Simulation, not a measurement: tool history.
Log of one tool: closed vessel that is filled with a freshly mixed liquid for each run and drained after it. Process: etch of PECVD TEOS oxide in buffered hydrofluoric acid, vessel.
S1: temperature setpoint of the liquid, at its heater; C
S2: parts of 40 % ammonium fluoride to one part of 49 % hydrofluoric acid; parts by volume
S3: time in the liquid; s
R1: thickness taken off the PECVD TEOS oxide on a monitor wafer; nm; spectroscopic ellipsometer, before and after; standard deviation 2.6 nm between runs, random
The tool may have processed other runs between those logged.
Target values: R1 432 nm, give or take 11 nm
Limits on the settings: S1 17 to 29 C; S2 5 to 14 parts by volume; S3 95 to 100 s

run	day	S1	S2	S3	R1
1	0	21	8.5	95	333.77
2	0.346	21	8.5	95	334.69
3	0.462	22.5	8.5	95	359.51
4	0.692	22.5	10	95	317.68
5	1.038	24	10	95	347.97
6	1.408	24	10	100	364.7
7	1.612	25	10	100	383.37
8	1.875	25.5	10	100	394.11
9	2.175	26	10	100	409.98
10	2.392	26.5	10	100	412.54

Exactly one of the 5 candidate moves below puts every result within its allowed miss. Which one?
A	2.608	25.5	9.5	95	?
B	2.608	25	9	95	?
C	2.608	25.5	10	100	?
D	2.608	29	10.5	95	?
E	2.608	29	12	100	?

move	R1
A	386.79
B	389.48
C	394.21
D	430.52
E	397.9
A: further off than the last run
B: further off than the last run
C: further off than the last run
D: in spec on every target
E: further off than the last run
The move that meets every target is D.

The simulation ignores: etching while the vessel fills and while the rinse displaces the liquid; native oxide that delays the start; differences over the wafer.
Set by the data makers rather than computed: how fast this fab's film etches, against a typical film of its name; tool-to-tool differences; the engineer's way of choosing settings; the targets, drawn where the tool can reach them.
